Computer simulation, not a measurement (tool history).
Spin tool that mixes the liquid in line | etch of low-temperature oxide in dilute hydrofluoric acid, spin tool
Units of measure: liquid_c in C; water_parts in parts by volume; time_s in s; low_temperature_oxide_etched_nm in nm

| run | hour | liquid_c | water_parts | time_s | low_temperature_oxide_etched_nm |
|---|---|---|---|---|---|
| 1 | 0 | 24 | 50 | 60 | 23.187 |
| 2 | 1.2 | 24 | 40 | 60 | 29.342 |
| 3 | 6.4 | 25.5 | 40 | 60 | 30.521 |
| 4 | 10.1 | 27.5 | 40 | 60 | 32.894 |
| 5 | 13.6 | 27.5 | 40 | 60 | 33.855 |
| 6 | 16.4 | 28.5 | 40 | 60 | 35.437 |

Run 7, settings as shown, results not yet in. Your forecast:
| 7 | 23.5 | 29 | 40 | 60 | ? |

Run 7 gave low_temperature_oxide_etched_nm 35.365 nm.

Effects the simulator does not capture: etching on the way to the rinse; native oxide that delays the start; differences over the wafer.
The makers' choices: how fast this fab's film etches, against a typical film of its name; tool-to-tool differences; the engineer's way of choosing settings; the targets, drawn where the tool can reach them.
